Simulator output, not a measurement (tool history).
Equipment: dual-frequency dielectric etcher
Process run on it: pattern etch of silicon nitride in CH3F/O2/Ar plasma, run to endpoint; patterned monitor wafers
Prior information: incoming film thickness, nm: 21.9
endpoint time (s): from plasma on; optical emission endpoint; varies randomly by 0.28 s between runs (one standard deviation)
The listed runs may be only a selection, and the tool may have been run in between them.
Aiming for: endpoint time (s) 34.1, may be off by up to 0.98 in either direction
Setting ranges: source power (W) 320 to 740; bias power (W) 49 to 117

run 1 hour=0 | source_power_(W)=530 bias_power_(W)=83 | endpoint_time_(s)=29.539
run 2 hour=1.2 | source_power_(W)=490 bias_power_(W)=80 | endpoint_time_(s)=30.598
run 3 hour=3.9 | source_power_(W)=490 bias_power_(W)=92 | endpoint_time_(s)=29.296
run 4 hour=10.4 | source_power_(W)=490 bias_power_(W)=102 | endpoint_time_(s)=28.314
run 5 hour=16.5 | source_power_(W)=440 bias_power_(W)=96 | endpoint_time_(s)=30.09
run 6 hour=19.4 | source_power_(W)=440 bias_power_(W)=87 | endpoint_time_(s)=31.048
run 7 hour=25.5 | source_power_(W)=410 bias_power_(W)=85 | endpoint_time_(s)=32.993
run 8 hour=26.3 | source_power_(W)=400 bias_power_(W)=85 | endpoint_time_(s)=32.534

Which one of the following 4 next-run settings gets every result inside its allowed miss? There is exactly one.
run A hour=27.1 | source_power_(W)=440 bias_power_(W)=83 | endpoint_time_(s)=?
run B hour=27.1 | source_power_(W)=350 bias_power_(W)=86 | endpoint_time_(s)=?
run C hour=27.1 | source_power_(W)=440 bias_power_(W)=93 | endpoint_time_(s)=?
run D hour=27.1 | source_power_(W)=470 bias_power_(W)=74 | endpoint_time_(s)=?

move=A endpoint_time_(s)=31.742
move=B endpoint_time_(s)=34.547
move=C endpoint_time_(s)=30.542
move=D endpoint_time_(s)=32.064
A: its largest miss is bigger than the last run's
B: hits every target within its allowed miss
C: its largest miss is bigger than the last run's
D: its largest miss is bigger than the last run's
Answer: B
